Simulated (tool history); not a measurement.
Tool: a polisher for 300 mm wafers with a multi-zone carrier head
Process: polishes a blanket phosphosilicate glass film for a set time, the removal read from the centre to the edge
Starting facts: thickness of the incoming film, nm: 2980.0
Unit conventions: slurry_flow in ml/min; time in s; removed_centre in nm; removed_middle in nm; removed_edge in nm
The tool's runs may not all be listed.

run 1 hour=0.0 | slurry_flow=210 centre_zone=1.00 middle_zone=1.00 edge_zone=1.00 slurry_solids=1.00 time=53 | removed_centre=350.70 removed_middle=343.56 removed_edge=342.09
run 2 hour=1.6 | slurry_flow=210 centre_zone=1.08 middle_zone=1.00 edge_zone=1.00 slurry_solids=1.00 time=53 | removed_centre=378.73 removed_middle=346.99 removed_edge=338.66
run 3 hour=3.0 | slurry_flow=210 centre_zone=1.08 middle_zone=1.00 edge_zone=1.00 slurry_solids=1.00 time=44 | removed_centre=317.29 removed_middle=293.52 removed_edge=284.79
run 4 hour=11.1 | slurry_flow=165 centre_zone=1.08 middle_zone=1.00 edge_zone=1.00 slurry_solids=1.00 time=44 | removed_centre=300.83 removed_middle=275.58 removed_edge=274.26
run 5 hour=14.5 | slurry_flow=160 centre_zone=1.01 middle_zone=1.03 edge_zone=0.97 slurry_solids=0.90 time=44 | removed_centre=266.48 removed_middle=271.14 removed_edge=259.67
run 6 hour=16.7 | slurry_flow=195 centre_zone=1.01 middle_zone=1.03 edge_zone=0.97 slurry_solids=0.90 time=44 | removed_centre=284.14 removed_middle=277.60 removed_edge=261.15
run 7 hour=20.1 | slurry_flow=175 centre_zone=0.95 middle_zone=1.05 edge_zone=0.96 slurry_solids=0.85 time=44 | removed_centre=247.45 removed_middle=272.18 removed_edge=253.35
run 8 hour=22.5 | slurry_flow=165 centre_zone=0.92 middle_zone=1.05 edge_zone=0.93 slurry_solids=0.80 time=44 | removed_centre=227.09 removed_middle=257.48 removed_edge=240.84

Predict the results of run 9:
run 9 hour=24.6 | slurry_flow=160 centre_zone=0.90 middle_zone=1.06 edge_zone=0.91 slurry_solids=0.80 time=44 | removed_centre=? removed_middle=? removed_edge=?

{"run 9": {"removed_centre": 228.29, "removed_middle": 257.31, "removed_edge": 237.82}}
